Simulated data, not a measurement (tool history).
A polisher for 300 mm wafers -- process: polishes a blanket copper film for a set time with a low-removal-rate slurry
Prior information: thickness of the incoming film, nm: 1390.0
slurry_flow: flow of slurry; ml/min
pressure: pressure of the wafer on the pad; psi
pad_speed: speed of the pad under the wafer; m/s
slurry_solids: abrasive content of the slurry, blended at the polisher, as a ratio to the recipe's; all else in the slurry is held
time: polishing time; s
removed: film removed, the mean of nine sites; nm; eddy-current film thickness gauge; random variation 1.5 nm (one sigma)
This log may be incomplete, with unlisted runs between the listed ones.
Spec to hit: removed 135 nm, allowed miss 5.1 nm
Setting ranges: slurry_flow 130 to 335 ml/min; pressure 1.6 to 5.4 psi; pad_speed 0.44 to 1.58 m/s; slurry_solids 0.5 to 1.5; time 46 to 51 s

{"run": 1, "day": 0.0, "slurry_flow": 215, "pressure": 3.5, "pad_speed": 1, "slurry_solids": 1, "time": 51, "removed": 158.07}
{"run": 2, "day": 0.3, "slurry_flow": 215, "pressure": 3.4, "pad_speed": 1, "slurry_solids": 1, "time": 51, "removed": 154.84}
{"run": 3, "day": 0.638, "slurry_flow": 215, "pressure": 3.3, "pad_speed": 1, "slurry_solids": 1, "time": 51, "removed": 146.35}
{"run": 4, "day": 0.912, "slurry_flow": 215, "pressure": 3.3, "pad_speed": 1, "slurry_solids": 1, "time": 51, "removed": 146.37}
{"run": 5, "day": 1.2, "slurry_flow": 215, "pressure": 4, "pad_speed": 1, "slurry_solids": 1, "time": 51, "removed": 177.14}
{"run": 6, "day": 1.5, "slurry_flow": 170, "pressure": 4, "pad_speed": 1, "slurry_solids": 1, "time": 51, "removed": 174.09}
{"run": 7, "day": 1.629, "slurry_flow": 170, "pressure": 3.8, "pad_speed": 1, "slurry_solids": 1, "time": 51, "removed": 166.79}
{"run": 8, "day": 1.892, "slurry_flow": 170, "pressure": 3.8, "pad_speed": 1, "slurry_solids": 1, "time": 51, "removed": 166.11}
{"run": 9, "day": 2.238, "slurry_flow": 170, "pressure": 3.6, "pad_speed": 1, "slurry_solids": 1, "time": 51, "removed": 158.06}
{"run": 10, "day": 2.342, "slurry_flow": 170, "pressure": 3.4, "pad_speed": 1, "slurry_solids": 1, "time": 51, "removed": 147.44}
{"run": 11, "day": 2.496, "slurry_flow": 170, "pressure": 3.3, "pad_speed": 1, "slurry_solids": 1, "time": 51, "removed": 145.96}
{"run": 12, "day": 2.804, "slurry_flow": 170, "pressure": 3.2, "pad_speed": 1, "slurry_solids": 1, "time": 51, "removed": 139.64}

Exactly one of the 4 candidate moves below puts every result within its allowed miss. Which one?
{"run": "A", "day": 3.112, "slurry_flow": 205, "pressure": 3.2, "pad_speed": 1.1, "slurry_solids": 1, "time": 51, "removed": "?"}
{"run": "B", "day": 3.112, "slurry_flow": 170, "pressure": 3.1, "pad_speed": 1.08, "slurry_solids": 1, "time": 47, "removed": "?"}
{"run": "C", "day": 3.112, "slurry_flow": 130, "pressure": 3.6, "pad_speed": 1.02, "slurry_solids": 1, "time": 49, "removed": "?"}
{"run": "D", "day": 3.112, "slurry_flow": 140, "pressure": 3.5, "pad_speed": 1.02, "slurry_solids": 0.95, "time": 50, "removed": "?"}

move=A removed=152.7
move=B removed=131.95
move=C removed=147.49
move=D removed=145.86
A: its largest miss is bigger than the last run's
B: meets every target
C: its largest miss is bigger than the last run's
D: its largest miss is bigger than the last run's
Go with B: it meets all targets.
